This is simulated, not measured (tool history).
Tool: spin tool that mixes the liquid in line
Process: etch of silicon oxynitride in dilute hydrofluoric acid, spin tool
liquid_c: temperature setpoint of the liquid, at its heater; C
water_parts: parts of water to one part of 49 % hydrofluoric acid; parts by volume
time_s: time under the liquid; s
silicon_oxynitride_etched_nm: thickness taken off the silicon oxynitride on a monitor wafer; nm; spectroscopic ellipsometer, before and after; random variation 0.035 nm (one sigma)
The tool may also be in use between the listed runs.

run 1 hour=0.0 | liquid_c=22.0 water_parts=240 time_s=60 | silicon_oxynitride_etched_nm=0.28777
run 2 hour=7.5 | liquid_c=22.0 water_parts=240 time_s=40 | silicon_oxynitride_etched_nm=0.19059
run 3 hour=10.6 | liquid_c=22.0 water_parts=325 time_s=40 | silicon_oxynitride_etched_nm=0.13463
run 4 hour=19.1 | liquid_c=24.5 water_parts=245 time_s=45 | silicon_oxynitride_etched_nm=0.23739
run 5 hour=21.3 | liquid_c=26.0 water_parts=190 time_s=50 | silicon_oxynitride_etched_nm=0.37076
run 6 hour=22.5 | liquid_c=28.0 water_parts=190 time_s=50 | silicon_oxynitride_etched_nm=0.39959
run 7 hour=31.1 | liquid_c=28.5 water_parts=150 time_s=55 | silicon_oxynitride_etched_nm=0.62824
run 8 hour=33.8 | liquid_c=28.5 water_parts=130 time_s=55 | silicon_oxynitride_etched_nm=0.72441
run 9 hour=38.9 | liquid_c=28.5 water_parts=115 time_s=55 | silicon_oxynitride_etched_nm=0.82812

Run 10 comes next. What will it give?
run 10 hour=46.1 | liquid_c=28.5 water_parts=105 time_s=55 | silicon_oxynitride_etched_nm=?

{"run 10": {"silicon_oxynitride_etched_nm": 0.9075}}
